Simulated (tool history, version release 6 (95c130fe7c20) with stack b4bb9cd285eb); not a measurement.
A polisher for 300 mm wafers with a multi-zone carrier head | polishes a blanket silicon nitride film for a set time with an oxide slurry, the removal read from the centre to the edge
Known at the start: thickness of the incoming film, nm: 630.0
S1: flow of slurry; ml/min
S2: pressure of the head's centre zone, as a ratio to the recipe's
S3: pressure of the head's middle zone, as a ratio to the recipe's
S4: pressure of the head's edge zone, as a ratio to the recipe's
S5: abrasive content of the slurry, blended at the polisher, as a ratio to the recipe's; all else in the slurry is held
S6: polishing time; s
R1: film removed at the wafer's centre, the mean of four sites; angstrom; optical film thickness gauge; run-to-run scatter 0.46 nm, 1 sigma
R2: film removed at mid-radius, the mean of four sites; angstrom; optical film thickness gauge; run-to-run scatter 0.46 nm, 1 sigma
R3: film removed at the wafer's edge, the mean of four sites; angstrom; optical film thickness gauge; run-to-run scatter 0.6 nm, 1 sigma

run	hour	S1	S2	S3	S4	S5	S6	R1	R2	R3
1	0	290	1	1	1	1	53	411.03	423.55	434.23
2	2.3	290	0.99	1	1.04	1.15	53	430.82	443.37	477.05
3	3	290	0.99	0.93	1.04	1.15	53	432.31	416.91	468.87
4	9.5	295	1	0.98	1.07	1.25	53	445.53	452.14	492.34
5	14.6	290	1	0.99	1.09	1.3	54	452.65	465.24	503.1
6	15.7	310	0.99	0.99	1.1	1.35	55	473.59	486.77	520.8
7	21.7	285	0.99	0.99	1.11	1.4	56	492.26	486.44	536.68

Run 8, settings as shown, results not yet in. Your forecast:
8	26.1	365	0.96	1.01	1.19	1.5	56	?	?	?

{"run 8": {"R1": 492.05, "R2": 533.38, "R3": 578.17}}

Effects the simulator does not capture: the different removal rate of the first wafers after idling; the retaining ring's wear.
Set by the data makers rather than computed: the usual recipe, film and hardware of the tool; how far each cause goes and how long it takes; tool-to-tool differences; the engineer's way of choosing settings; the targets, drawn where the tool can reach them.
